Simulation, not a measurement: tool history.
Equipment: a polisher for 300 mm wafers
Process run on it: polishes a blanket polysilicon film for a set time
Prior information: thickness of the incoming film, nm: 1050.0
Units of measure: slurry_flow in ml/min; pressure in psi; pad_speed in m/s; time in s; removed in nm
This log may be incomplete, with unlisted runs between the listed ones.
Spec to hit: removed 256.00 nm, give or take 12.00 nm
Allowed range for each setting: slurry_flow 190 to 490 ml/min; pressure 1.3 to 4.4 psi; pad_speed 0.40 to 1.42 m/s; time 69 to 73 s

run	hour	slurry_flow	pressure	pad_speed	time	removed
1	0.0	315	2.8	0.90	69	572.98
2	8.5	345	2.8	0.90	69	575.20
3	13.9	345	2.8	0.90	69	569.65
4	16.8	345	2.4	0.84	69	487.23
5	19.2	345	3.0	0.84	69	584.19
6	22.1	345	3.0	0.84	73	625.27
7	24.2	345	2.6	0.74	73	506.06
8	32.6	345	2.3	0.66	73	425.73
9	36.1	345	2.1	0.60	73	364.75
10	43.1	345	1.9	0.58	73	327.97
11	49.5	345	1.8	0.58	73	322.42
12	56.6	345	1.7	0.56	73	299.58
13	57.7	345	1.3	0.54	73	233.28

Below are 5 possible settings for the next run. Only one of them brings all results inside the allowed miss of their targets. Which is it?
A	58.8	375	1.4	0.44	72	?
B	58.8	325	1.4	0.42	71	?
C	58.8	405	1.5	0.42	69	?
D	58.8	320	1.5	0.52	73	?
E	58.8	375	1.4	0.70	70	?

move	removed
A	221.93
B	210.97
C	220.00
D	256.81
E	284.01
A: lands further from the targets than the last run did
B: lands further from the targets than the last run did
C: lands further from the targets than the last run did
D: in spec on every target
E: takes the biggest miss from the last run beyond its target
Correct choice: D, which meets every target

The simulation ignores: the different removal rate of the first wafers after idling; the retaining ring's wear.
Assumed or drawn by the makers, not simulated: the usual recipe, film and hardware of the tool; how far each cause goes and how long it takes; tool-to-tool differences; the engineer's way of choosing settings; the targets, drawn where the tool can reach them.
